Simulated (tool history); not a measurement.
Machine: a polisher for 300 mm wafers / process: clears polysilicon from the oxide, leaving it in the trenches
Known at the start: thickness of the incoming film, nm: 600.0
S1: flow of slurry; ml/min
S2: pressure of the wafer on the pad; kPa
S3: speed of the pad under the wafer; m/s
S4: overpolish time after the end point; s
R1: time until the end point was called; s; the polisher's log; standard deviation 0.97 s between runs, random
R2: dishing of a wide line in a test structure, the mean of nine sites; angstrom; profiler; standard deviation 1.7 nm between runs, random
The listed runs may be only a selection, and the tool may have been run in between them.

run 1 hour=0 | S1=165 S2=17.2 S3=0.8 S4=27 | R1=67.45 R2=701.19
run 2 hour=2.3 | S1=165 S2=17.9 S3=0.8 S4=25 | R1=65.976 R2=678.46
run 3 hour=6.6 | S1=190 S2=17.9 S3=0.8 S4=25 | R1=61.436 R2=668.79
run 4 hour=14.4 | S1=190 S2=17.9 S3=0.68 S4=25 | R1=75.201 R2=661.47
run 5 hour=19.3 | S1=190 S2=17.9 S3=0.58 S4=25 | R1=85.205 R2=631.81
run 6 hour=21.1 | S1=190 S2=17.9 S3=0.66 S4=25 | R1=75.633 R2=641.16
run 7 hour=26.8 | S1=190 S2=19.3 S3=0.68 S4=26 | R1=72.082 R2=652.43
run 8 hour=34.6 | S1=190 S2=20.7 S3=0.72 S4=27 | R1=61.965 R2=702.62
run 9 hour=38.4 | S1=195 S2=21.4 S3=0.72 S4=25 | R1=58.59 R2=671.59
run 10 hour=45.8 | S1=195 S2=22.1 S3=0.72 S4=25 | R1=56.37 R2=677.06

Predict the results of run 11:
run 11 hour=49.2 | S1=195 S2=22.8 S3=0.72 S4=25 | R1=? R2=?

{"run 11": {"R1": 56.153, "R2": 694.98}}
